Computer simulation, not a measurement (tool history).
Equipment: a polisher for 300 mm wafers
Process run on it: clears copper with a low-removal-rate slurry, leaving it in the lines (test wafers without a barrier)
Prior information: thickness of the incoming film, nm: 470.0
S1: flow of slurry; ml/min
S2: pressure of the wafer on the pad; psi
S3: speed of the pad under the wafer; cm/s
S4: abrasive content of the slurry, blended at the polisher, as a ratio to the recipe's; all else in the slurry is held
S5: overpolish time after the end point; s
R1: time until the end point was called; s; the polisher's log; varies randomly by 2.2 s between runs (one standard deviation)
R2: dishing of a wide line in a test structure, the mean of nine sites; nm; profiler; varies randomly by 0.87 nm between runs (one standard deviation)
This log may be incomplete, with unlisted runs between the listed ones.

run 1 hour=0 | S1=160 S2=3.8 S3=110 S4=1 S5=24 | R1=121.04 R2=57.546
run 2 hour=8.1 | S1=160 S2=3.8 S3=110 S4=1 S5=19 | R1=119.08 R2=48.372
run 3 hour=8.7 | S1=160 S2=3.6 S3=110 S4=1 S5=19 | R1=126.33 R2=43.787
run 4 hour=13.3 | S1=160 S2=3.6 S3=110 S4=0.9 S5=19 | R1=129.42 R2=44.034
run 5 hour=19.8 | S1=160 S2=3.5 S3=110 S4=0.9 S5=19 | R1=133.85 R2=42.385
run 6 hour=20.6 | S1=160 S2=3.5 S3=110 S4=0.9 S5=25 | R1=131.44 R2=53.735

Estimate the outcome of run 7 from the log above:
run 7 hour=27.9 | S1=160 S2=3.4 S3=110 S4=0.9 S5=24 | R1=? R2=?

R1: 134.58 s
R2: 50.59 nm
